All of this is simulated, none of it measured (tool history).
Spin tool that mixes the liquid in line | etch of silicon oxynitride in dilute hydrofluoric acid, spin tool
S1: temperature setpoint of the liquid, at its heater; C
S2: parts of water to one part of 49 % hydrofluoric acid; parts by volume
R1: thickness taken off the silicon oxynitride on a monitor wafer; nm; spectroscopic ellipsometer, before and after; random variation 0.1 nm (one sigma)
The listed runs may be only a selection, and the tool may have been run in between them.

run 1 hour=0.0 | S1=23.0 S2=85 time_under_the_liquid_(s)=300 | R1=7.9902
run 2 hour=1.4 | S1=23.0 S2=85 time_under_the_liquid_(s)=300 | R1=7.9590
run 3 hour=7.9 | S1=25.0 S2=80 time_under_the_liquid_(s)=300 | R1=9.3468
run 4 hour=9.0 | S1=25.0 S2=100 time_under_the_liquid_(s)=300 | R1=7.4663
run 5 hour=16.8 | S1=26.5 S2=90 time_under_the_liquid_(s)=300 | R1=8.7868
run 6 hour=22.8 | S1=26.5 S2=105 time_under_the_liquid_(s)=300 | R1=7.6419

Run 7 comes next. What will it give?
run 7 hour=23.4 | S1=27.5 S2=95 time_under_the_liquid_(s)=300 | R1=?

Run 7 yielded R1 8.7860 nm.
